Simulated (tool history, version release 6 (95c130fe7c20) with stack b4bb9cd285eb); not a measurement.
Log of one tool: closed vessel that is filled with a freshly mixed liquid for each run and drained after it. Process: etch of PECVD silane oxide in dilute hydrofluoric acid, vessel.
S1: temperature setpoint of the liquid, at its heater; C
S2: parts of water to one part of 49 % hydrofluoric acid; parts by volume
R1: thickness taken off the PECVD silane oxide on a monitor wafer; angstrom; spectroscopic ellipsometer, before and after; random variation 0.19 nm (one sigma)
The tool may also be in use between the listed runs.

Run 1, hour 0.0: S1 25.0 C, S2 165 parts by volume, time in the liquid (s) 90. Result: R1 144.260 angstrom.
Run 2, hour 8.7: S1 26.0 C, S2 165 parts by volume, time in the liquid (s) 90. Result: R1 147.760 angstrom.
Run 3, hour 14.2: S1 24.0 C, S2 165 parts by volume, time in the liquid (s) 90. Result: R1 140.620 angstrom.
Run 4, hour 19.4: S1 24.0 C, S2 185 parts by volume, time in the liquid (s) 90. Result: R1 119.520 angstrom.
Run 5, hour 22.4: S1 24.0 C, S2 185 parts by volume, time in the liquid (s) 90. Result: R1 121.680 angstrom.
Run 6, hour 28.3: S1 24.0 C, S2 225 parts by volume, time in the liquid (s) 90. Result: R1 96.097 angstrom.
Run 7, hour 36.5: S1 25.0 C, S2 215 parts by volume, time in the liquid (s) 90. Result: R1 103.730 angstrom.
Run 8, hour 42.8: S1 26.0 C, S2 205 parts by volume, time in the liquid (s) 90. Result: R1 117.040 angstrom.
Run 9, hour 47.8: S1 27.0 C, S2 200 parts by volume, time in the liquid (s) 90. Result: R1 122.170 angstrom.
Run 10, hour 50.1: S1 27.5 C, S2 190 parts by volume, time in the liquid (s) 90. Result: R1 134.010 angstrom.
Run 11, hour 51.3: S1 28.0 C, S2 185 parts by volume, time in the liquid (s) 90. Result: R1 138.510 angstrom.

Forecast run 12:
At hour 54.7: thermometer replaced.
Run 12, hour 54.7: S1 28.5 C, S2 180 parts by volume, time in the liquid (s) 90. Result: R1 ?.

{"run 12": {"R1": 153.86}}

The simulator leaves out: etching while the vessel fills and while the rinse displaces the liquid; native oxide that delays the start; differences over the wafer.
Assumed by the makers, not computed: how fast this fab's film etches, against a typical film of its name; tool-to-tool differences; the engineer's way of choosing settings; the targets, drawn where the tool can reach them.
